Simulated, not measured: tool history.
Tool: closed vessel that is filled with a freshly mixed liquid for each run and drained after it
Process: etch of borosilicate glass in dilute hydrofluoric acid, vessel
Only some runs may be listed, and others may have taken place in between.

| run | hour | temperature setpoint of the liquid (C) | parts of water to one part of 49 % hydrofluoric acid (parts by volume) | time in the liquid (s) | thickness taken off the borosilicate glass on a monitor wafer (angstrom) |
|---|---|---|---|---|---|
| 1 | 0 | 20 | 50 | 30 | 158.55 |
| 2 | 5.6 | 21.5 | 50 | 30 | 168.98 |
| 3 | 7.1 | 21.5 | 50 | 30 | 169 |
| 4 | 11.9 | 21.5 | 65 | 30 | 127.76 |
| 5 | 12.8 | 22.5 | 60 | 30 | 142.65 |
| 6 | 15.3 | 23 | 55 | 30 | 162.42 |
| 7 | 19.1 | 27 | 35 | 30 | 302.99 |

Run 8, settings as shown, results not yet in. Your forecast:
| 8 | 25.6 | 26.5 | 35 | 30 | ? |

thickness taken off the borosilicate glass on a monitor wafer (angstrom): 297.64

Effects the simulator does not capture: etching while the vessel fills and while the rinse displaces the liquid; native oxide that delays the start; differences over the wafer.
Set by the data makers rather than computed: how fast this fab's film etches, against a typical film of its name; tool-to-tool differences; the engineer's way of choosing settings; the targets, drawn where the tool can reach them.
